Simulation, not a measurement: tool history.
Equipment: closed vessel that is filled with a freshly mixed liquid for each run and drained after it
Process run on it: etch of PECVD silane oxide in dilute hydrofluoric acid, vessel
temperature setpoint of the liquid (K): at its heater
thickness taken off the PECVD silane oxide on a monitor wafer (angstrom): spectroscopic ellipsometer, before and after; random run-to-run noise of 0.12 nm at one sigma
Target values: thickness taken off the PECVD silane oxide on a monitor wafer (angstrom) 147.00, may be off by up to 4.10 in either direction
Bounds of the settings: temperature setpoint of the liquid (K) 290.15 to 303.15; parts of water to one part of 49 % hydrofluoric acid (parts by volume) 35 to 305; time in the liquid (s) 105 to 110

run	hour	temperature setpoint of the liquid (K)	parts of water to one part of 49 % hydrofluoric acid (parts by volume)	time in the liquid (s)	thickness taken off the PECVD silane oxide on a monitor wafer (angstrom)
1	0.0	295.15	170	105	161.73
2	3.6	295.15	130	105	219.94
3	5.5	294.15	135	105	205.09
4	6.3	293.15	140	105	187.64
5	7.9	292.65	145	105	175.30
6	11.4	292.15	145	105	172.57
7	18.7	291.65	145	105	169.73
8	21.2	291.15	150	105	161.17
9	25.7	291.15	150	105	161.24
10	28.7	290.65	155	105	150.33

Exercise: of the 5 proposed moves below, exactly one satisfies all targets within the stated allowed misses. Which move is it?
A	31.7	291.15	170	110	?
B	31.7	290.15	145	105	?
C	31.7	292.65	160	105	?
D	31.7	291.15	160	110	?
E	31.7	290.65	150	105	?

move	thickness taken off the PECVD silane oxide on a monitor wafer (angstrom)
A	145.40
B	159.89
C	158.21
D	155.96
E	157.05
A: every result within its allowed miss
B: moves away from the targets compared with the last run
C: moves away from the targets compared with the last run
D: moves away from the targets compared with the last run
E: moves away from the targets compared with the last run
A meets every target.
